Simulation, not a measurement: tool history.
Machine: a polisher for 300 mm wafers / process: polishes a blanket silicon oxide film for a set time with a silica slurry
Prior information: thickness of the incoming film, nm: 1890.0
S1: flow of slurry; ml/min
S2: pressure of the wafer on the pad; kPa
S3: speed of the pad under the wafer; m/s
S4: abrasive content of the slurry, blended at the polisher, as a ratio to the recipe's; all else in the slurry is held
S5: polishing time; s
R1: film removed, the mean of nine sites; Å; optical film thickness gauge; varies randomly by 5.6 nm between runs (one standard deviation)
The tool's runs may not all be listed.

run,hour,S1,S2,S3,S4,S5,R1
1,0,200,33.8,1.54,1,114,4192.8
2,5.7,200,33.8,1.54,1,114,4152.3
3,8.4,200,35.2,1.54,1,114,4324.4
4,12,200,36.5,1.54,1,114,4521.5
5,17.9,200,31.7,1.54,1,114,3871.8
6,24.2,200,33.1,1.54,1,114,4136

Run 7 is up next; what results do you expect?
7,29.4,200,34.5,1.54,1,114,?

{"run 7": {"R1": 4270.5}}
